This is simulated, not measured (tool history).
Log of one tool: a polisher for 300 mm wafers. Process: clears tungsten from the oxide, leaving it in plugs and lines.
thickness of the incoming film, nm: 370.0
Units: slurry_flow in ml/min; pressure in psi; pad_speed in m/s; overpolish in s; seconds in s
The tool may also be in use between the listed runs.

run,hour,slurry_flow,pressure,pad_speed,slurry_solids,overpolish,seconds
1,0,310,2.6,1.2,1,40,118.33
2,6,355,2.6,1.2,1,40,119.33
3,12.9,355,2.7,1.2,1,40,114.62
4,19.6,355,2.8,1.2,1,40,109.43
5,26.5,355,2.9,1.2,1,40,106.92
6,35.4,355,2.9,1.2,0.9,40,108.05

Run 7 comes next. What will it give?
7,41.8,355,3,1.2,0.9,40,?

seconds: 106.68 s
